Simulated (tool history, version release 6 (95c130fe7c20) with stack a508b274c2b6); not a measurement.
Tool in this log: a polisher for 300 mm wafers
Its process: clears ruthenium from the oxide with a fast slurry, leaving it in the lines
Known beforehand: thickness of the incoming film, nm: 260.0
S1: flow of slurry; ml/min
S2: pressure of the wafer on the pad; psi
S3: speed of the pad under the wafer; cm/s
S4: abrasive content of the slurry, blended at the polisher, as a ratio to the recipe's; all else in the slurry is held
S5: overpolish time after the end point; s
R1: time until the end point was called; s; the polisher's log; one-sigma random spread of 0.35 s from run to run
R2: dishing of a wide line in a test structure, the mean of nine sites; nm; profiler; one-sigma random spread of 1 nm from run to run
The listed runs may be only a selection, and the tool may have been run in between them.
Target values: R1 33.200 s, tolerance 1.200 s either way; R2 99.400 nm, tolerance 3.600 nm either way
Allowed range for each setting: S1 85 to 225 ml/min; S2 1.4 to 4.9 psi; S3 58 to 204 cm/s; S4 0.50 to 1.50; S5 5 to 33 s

run	hour	S1	S2	S3	S4	S5	R1	R2
1	0.0	145	3.1	130	1.00	17	45.087	62.985
2	0.9	145	2.4	130	1.00	17	58.226	52.169
3	2.3	120	2.4	130	1.00	17	59.634	50.913
4	11.2	120	2.4	162	1.00	17	48.463	59.494
5	17.4	125	2.6	162	1.00	18	44.463	65.594
6	23.2	125	2.6	130	1.00	18	54.891	54.841
7	29.3	135	2.9	132	1.00	19	47.906	63.912
8	38.2	140	3.1	132	1.00	20	45.229	71.323
9	39.4	165	4.0	132	1.00	22	33.981	90.799

Which one of the following 5 next-run settings gets every result inside its allowed miss? There is exactly one.
A	40.6	195	3.9	138	0.90	32	?	?
B	40.6	170	4.2	140	0.90	24	?	?
C	40.6	170	4.0	124	1.05	21	?	?
D	40.6	135	4.2	122	1.05	18	?	?
E	40.6	165	4.0	130	1.05	18	?	?

move	R1	R2
A	35.215	109.250
B	32.985	97.430
C	35.309	86.498
D	35.708	77.704
E	33.897	80.440
A: pushes the last run's worst result past its target
B: every result within its allowed miss
C: moves away from the targets compared with the last run
D: moves away from the targets compared with the last run
E: moves away from the targets compared with the last run
So the answer is move B, the one that meets all the targets.
